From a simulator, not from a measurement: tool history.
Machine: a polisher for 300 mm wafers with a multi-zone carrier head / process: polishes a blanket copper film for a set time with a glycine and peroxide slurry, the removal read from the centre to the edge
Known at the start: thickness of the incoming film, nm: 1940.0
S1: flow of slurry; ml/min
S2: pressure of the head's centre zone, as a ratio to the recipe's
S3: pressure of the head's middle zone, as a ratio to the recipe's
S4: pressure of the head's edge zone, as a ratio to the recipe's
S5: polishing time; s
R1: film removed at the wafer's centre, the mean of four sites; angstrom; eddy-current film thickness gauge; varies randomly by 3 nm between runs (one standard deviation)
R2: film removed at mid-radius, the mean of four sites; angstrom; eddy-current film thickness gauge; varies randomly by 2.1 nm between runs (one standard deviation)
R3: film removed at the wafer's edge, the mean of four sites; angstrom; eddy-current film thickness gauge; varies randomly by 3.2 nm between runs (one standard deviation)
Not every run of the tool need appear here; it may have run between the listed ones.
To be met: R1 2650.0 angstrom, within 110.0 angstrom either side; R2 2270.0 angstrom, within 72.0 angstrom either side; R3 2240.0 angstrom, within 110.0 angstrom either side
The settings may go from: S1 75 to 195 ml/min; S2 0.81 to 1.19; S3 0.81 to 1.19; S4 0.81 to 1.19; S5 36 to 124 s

{"run": 1, "hour": 0.0, "S1": 125, "S2": 1.0, "S3": 1.0, "S4": 1.0, "S5": 79, "R1": 3614.3, "R2": 3628.8, "R3": 3560.6}
{"run": 2, "hour": 4.9, "S1": 140, "S2": 1.0, "S3": 1.0, "S4": 1.0, "S5": 79, "R1": 3686.4, "R2": 3719.9, "R3": 3685.1}
{"run": 3, "hour": 13.3, "S1": 135, "S2": 1.01, "S3": 0.99, "S4": 0.98, "S5": 76, "R1": 3579.7, "R2": 3573.4, "R3": 3405.0}
{"run": 4, "hour": 18.7, "S1": 130, "S2": 1.01, "S3": 0.97, "S4": 0.98, "S5": 74, "R1": 3462.3, "R2": 3316.9, "R3": 3381.1}
{"run": 5, "hour": 25.1, "S1": 125, "S2": 1.02, "S3": 0.97, "S4": 0.96, "S5": 71, "R1": 3310.5, "R2": 3199.2, "R3": 3160.7}
{"run": 6, "hour": 32.7, "S1": 125, "S2": 1.02, "S3": 0.97, "S4": 0.91, "S5": 71, "R1": 3356.0, "R2": 3260.9, "R3": 3018.0}
{"run": 7, "hour": 38.2, "S1": 120, "S2": 1.02, "S3": 0.96, "S4": 0.9, "S5": 69, "R1": 3139.3, "R2": 3053.0, "R3": 2945.8}
{"run": 8, "hour": 45.8, "S1": 120, "S2": 1.03, "S3": 0.95, "S4": 0.89, "S5": 67, "R1": 3117.9, "R2": 2936.0, "R3": 2790.9}
{"run": 9, "hour": 51.4, "S1": 90, "S2": 1.02, "S3": 0.85, "S4": 0.81, "S5": 56, "R1": 2343.3, "R2": 2148.1, "R3": 2139.5}
{"run": 10, "hour": 55.3, "S1": 90, "S2": 1.02, "S3": 0.85, "S4": 0.81, "S5": 56, "R1": 2370.7, "R2": 2148.4, "R3": 2167.6}
{"run": 11, "hour": 62.7, "S1": 95, "S2": 1.02, "S3": 0.85, "S4": 0.81, "S5": 56, "R1": 2457.9, "R2": 2157.3, "R3": 2181.7}
{"run": 12, "hour": 63.6, "S1": 105, "S2": 1.03, "S3": 0.86, "S4": 0.81, "S5": 56, "R1": 2526.6, "R2": 2169.1, "R3": 2256.9}
{"run": 13, "hour": 72.1, "S1": 105, "S2": 1.04, "S3": 0.87, "S4": 0.81, "S5": 56, "R1": 2522.5, "R2": 2248.2, "R3": 2200.3}

Which of these 5 next moves meets every target?
{"run": "A", "hour": 80.6, "S1": 90, "S2": 1.0, "S3": 0.87, "S4": 0.81, "S5": 58, "R1": "?", "R2": "?", "R3": "?"}
{"run": "B", "hour": 80.6, "S1": 85, "S2": 0.87, "S3": 0.83, "S4": 0.94, "S5": 62, "R1": "?", "R2": "?", "R3": "?"}
{"run": "C", "hour": 80.6, "S1": 125, "S2": 1.05, "S3": 0.85, "S4": 0.81, "S5": 56, "R1": "?", "R2": "?", "R3": "?"}
{"run": "D", "hour": 80.6, "S1": 80, "S2": 1.03, "S3": 0.9, "S4": 0.81, "S5": 57, "R1": "?", "R2": "?", "R3": "?"}
{"run": "E", "hour": 80.6, "S1": 110, "S2": 1.01, "S3": 0.9, "S4": 0.84, "S5": 55, "R1": "?", "R2": "?", "R3": "?"}

move=A R1=2467.5 R2=2206.0 R3=2236.9
move=B R1=2370.7 R2=2240.5 R3=2537.2
move=C R1=2658.6 R2=2233.1 R3=2261.5
move=D R1=2398.7 R2=2170.6 R3=2158.7
move=E R1=2473.5 R2=2243.8 R3=2217.2
A: lands further from the targets than the last run did
B: lands further from the targets than the last run did
C: each result inside its tolerance
D: lands further from the targets than the last run did
E: lands further from the targets than the last run did
Correct choice: C, which meets every target

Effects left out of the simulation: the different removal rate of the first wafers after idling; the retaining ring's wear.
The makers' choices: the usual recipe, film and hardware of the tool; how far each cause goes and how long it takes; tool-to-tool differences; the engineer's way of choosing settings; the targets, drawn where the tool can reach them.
